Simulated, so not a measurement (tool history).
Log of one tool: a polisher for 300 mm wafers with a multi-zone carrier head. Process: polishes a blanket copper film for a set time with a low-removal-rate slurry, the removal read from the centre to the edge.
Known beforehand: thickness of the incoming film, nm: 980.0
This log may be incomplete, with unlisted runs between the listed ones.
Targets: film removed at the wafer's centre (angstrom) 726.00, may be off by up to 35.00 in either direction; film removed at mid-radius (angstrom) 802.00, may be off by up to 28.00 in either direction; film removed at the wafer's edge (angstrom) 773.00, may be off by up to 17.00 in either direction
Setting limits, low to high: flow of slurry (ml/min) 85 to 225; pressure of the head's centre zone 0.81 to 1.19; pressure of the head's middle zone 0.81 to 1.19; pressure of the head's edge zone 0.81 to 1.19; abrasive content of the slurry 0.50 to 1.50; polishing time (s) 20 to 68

| run | hour | flow of slurry (ml/min) | pressure of the head's centre zone | pressure of the head's middle zone | pressure of the head's edge zone | abrasive content of the slurry | polishing time (s) | film removed at the wafer's centre (angstrom) | film removed at mid-radius (angstrom) | film removed at the wafer's edge (angstrom) |
|---|---|---|---|---|---|---|---|---|---|---|
| 1 | 0.0 | 145 | 1.00 | 1.00 | 1.00 | 1.00 | 44 | 985.34 | 966.94 | 982.91 |
| 2 | 7.2 | 140 | 0.98 | 1.00 | 0.97 | 0.90 | 44 | 944.92 | 954.00 | 941.81 |
| 3 | 15.6 | 135 | 0.96 | 0.99 | 0.95 | 0.85 | 44 | 903.04 | 930.71 | 906.20 |
| 4 | 21.4 | 130 | 0.94 | 0.97 | 0.93 | 0.80 | 44 | 873.82 | 887.55 | 881.30 |
| 5 | 26.0 | 100 | 0.94 | 0.97 | 0.93 | 0.80 | 44 | 798.94 | 822.82 | 845.16 |
| 6 | 31.5 | 100 | 0.94 | 0.97 | 0.97 | 0.80 | 44 | 795.85 | 837.89 | 857.99 |
|  | 36.6 | worn pad replaced by a new one |
| 7 | 36.6 | 100 | 0.93 | 0.97 | 0.95 | 0.75 | 44 | 810.95 | 869.48 | 888.17 |
| 8 | 44.7 | 100 | 0.92 | 0.97 | 0.93 | 0.75 | 44 | 821.21 | 870.74 | 883.74 |
| 9 | 47.2 | 95 | 0.86 | 1.00 | 0.84 | 0.50 | 42 | 678.68 | 759.83 | 734.83 |
| 10 | 54.4 | 100 | 0.86 | 1.00 | 0.85 | 0.50 | 42 | 697.30 | 788.07 | 754.07 |

Which single option among these 5 for the next run brings every result within its allowed miss of target? Just one does.
| A | 61.6 | 105 | 0.92 | 1.08 | 0.81 | 0.50 | 42 | ? | ? | ? |
| B | 61.6 | 120 | 0.98 | 1.04 | 0.81 | 0.50 | 40 | ? | ? | ? |
| C | 61.6 | 125 | 0.95 | 1.03 | 0.81 | 0.55 | 38 | ? | ? | ? |
| D | 61.6 | 140 | 0.85 | 0.97 | 0.83 | 0.50 | 41 | ? | ? | ? |
| E | 61.6 | 125 | 0.94 | 0.94 | 0.83 | 0.75 | 39 | ? | ? | ? |

| move | film removed at the wafer's centre (angstrom) | film removed at mid-radius (angstrom) | film removed at the wafer's edge (angstrom) |
|---|---|---|---|
| A | 722.87 | 831.37 | 738.61 |
| B | 756.81 | 799.91 | 722.68 |
| C | 725.19 | 779.06 | 706.63 |
| D | 723.50 | 809.11 | 767.71 |
| E | 790.85 | 801.52 | 784.96 |
A: misses by more than the last run did
B: misses by more than the last run did
C: misses by more than the last run did
D: every result within its allowed miss
E: brings the result that was furthest off to its target, and leaves another outside
D is the move that brings every result within its allowed miss.
